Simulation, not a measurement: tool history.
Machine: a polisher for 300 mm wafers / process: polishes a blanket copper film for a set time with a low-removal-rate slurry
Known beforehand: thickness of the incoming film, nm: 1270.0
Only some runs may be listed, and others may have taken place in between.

run    day  flow of slurry (ml/min)  pressure of the wafer on the pad (kPa)  speed of the pad under the wafer (m/s)  abrasive content of the slurry  polishing time (s)  film removed (angstrom)
  1      0                      185                                    23.4                                    1.08                               1                 108                   3378.7
  2  0.171                      185                                    23.4                                    1.08                               1                 113                   3500.6
  3  0.354                      185                                    21.4                                    1.04                               1                 113                   3099.9
  4  0.708                      185                                    21.4                                    1.04                             1.2                 113                   3259.4
  5  1.067                      185                                    19.3                                       1                             1.2                 113                   2883.9
  6  1.288                      185                                    19.3                                       1                             1.3                 113                   2988.2

The next listed run, before its measurement:
  7  1.346                      185                                    17.9                                    0.94                             1.3                 113                        ?

Run 7 measured film removed (angstrom) 2663.
